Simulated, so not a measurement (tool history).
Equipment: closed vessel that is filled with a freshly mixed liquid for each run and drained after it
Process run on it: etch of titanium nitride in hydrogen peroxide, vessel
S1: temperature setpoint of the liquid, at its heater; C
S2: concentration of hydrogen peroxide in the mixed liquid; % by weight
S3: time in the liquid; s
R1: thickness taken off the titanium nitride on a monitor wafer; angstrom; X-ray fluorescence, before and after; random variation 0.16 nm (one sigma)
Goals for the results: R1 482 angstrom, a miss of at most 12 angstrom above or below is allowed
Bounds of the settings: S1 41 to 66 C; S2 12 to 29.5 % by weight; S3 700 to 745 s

| run | hour | S1 | S2 | S3 | R1 |
|---|---|---|---|---|---|
| 1 | 0 | 57 | 20 | 700 | 288.91 |
| 2 | 6.7 | 53 | 20 | 700 | 218.67 |
| 3 | 12.8 | 55.5 | 20 | 700 | 260.84 |
| 4 | 18.4 | 57.5 | 20 | 700 | 301.02 |
| 5 | 23.9 | 57.5 | 20 | 745 | 320.17 |
| 6 | 26.5 | 57.5 | 20 | 745 | 321.14 |
| 7 | 28.8 | 59 | 20 | 745 | 353.83 |
| 8 | 32.8 | 64.5 | 20 | 745 | 511.53 |
| 9 | 39.5 | 64 | 20 | 745 | 496.49 |

5 candidate next runs follow, results not yet known. Just one meets every target within its allowed miss. Identify it.
| A | 46.2 | 65 | 19 | 745 | ? |
| B | 46.2 | 65 | 17 | 745 | ? |
| C | 46.2 | 65 | 19 | 730 | ? |
| D | 46.2 | 64.5 | 22.5 | 720 | ? |
| E | 46.2 | 63 | 24 | 745 | ? |

| move | R1 |
|---|---|
| A | 526.16 |
| B | 513.86 |
| C | 515.57 |
| D | 510.18 |
| E | 484.54 |
A: its largest miss is bigger than the last run's
B: its largest miss is bigger than the last run's
C: its largest miss is bigger than the last run's
D: its largest miss is bigger than the last run's
E: hits every target within its allowed miss
Go with E: it meets all targets.
